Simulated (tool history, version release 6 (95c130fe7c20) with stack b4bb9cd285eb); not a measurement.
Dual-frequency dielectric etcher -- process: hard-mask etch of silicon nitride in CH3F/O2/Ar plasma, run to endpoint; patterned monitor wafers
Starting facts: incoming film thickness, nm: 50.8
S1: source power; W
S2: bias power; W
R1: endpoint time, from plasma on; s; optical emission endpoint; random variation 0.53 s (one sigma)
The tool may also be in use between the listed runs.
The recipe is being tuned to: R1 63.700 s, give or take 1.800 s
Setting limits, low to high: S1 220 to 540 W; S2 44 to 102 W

| run | hour | S1 | S2 | R1 |
|---|---|---|---|---|
| 1 | 0.0 | 380 | 73 | 70.870 |
| 2 | 7.3 | 430 | 73 | 68.075 |
| 3 | 15.2 | 370 | 73 | 70.780 |
| 4 | 21.7 | 390 | 75 | 69.946 |
| 5 | 29.6 | 330 | 75 | 72.867 |
| 6 | 37.9 | 350 | 75 | 71.521 |
| 7 | 41.0 | 370 | 78 | 69.178 |
| 8 | 49.0 | 390 | 79 | 68.022 |
| 9 | 57.3 | 400 | 80 | 66.444 |

Next run, 4 choices. One meets every target within its allowed miss, the rest don't. Which?
| A | 65.6 | 510 | 74 | ? |
| B | 65.6 | 360 | 79 | ? |
| C | 65.6 | 370 | 81 | ? |
| D | 65.6 | 370 | 72 | ? |

| move | R1 |
|---|---|
| A | 63.970 |
| B | 69.261 |
| C | 67.734 |
| D | 72.237 |
A: all results in spec
B: misses by more than the last run did
C: misses by more than the last run did
D: misses by more than the last run did
Move A is the one to make.
